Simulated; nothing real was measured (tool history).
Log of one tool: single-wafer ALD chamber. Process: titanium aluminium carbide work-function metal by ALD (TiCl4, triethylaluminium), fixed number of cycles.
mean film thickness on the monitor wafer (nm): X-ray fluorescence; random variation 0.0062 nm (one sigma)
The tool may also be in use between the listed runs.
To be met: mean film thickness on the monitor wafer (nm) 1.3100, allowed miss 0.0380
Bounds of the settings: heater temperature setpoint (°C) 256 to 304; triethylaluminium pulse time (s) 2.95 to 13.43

run	hour	heater temperature setpoint (°C)	triethylaluminium pulse time (s)	mean film thickness on the monitor wafer (nm)
1	0.0	280	8.19	1.6320
2	2.6	276	7.23	1.5675
3	8.3	285	7.23	1.6414
4	13.1	280	6.40	1.5315
5	19.1	277	6.01	1.4604
6	21.7	275	5.87	1.4265
7	28.8	273	5.78	1.4145
8	36.3	271	5.68	1.3897
9	43.7	270	5.60	1.3762
10	45.5	269	5.54	1.3524
11	47.7	268	5.51	1.3532

Which of these 5 next moves meets every target?
A	49.9	270	6.52	?
B	49.9	265	5.47	?
C	49.9	265	6.20	?
D	49.9	270	5.95	?
E	49.9	271	5.85	?

move	mean film thickness on the monitor wafer (nm)
A	1.4498
B	1.3141
C	1.3847
D	1.4015
E	1.3996
A: further off than the last run
B: meets every target
C: further off than the last run
D: further off than the last run
E: further off than the last run
Move B is the one to make.
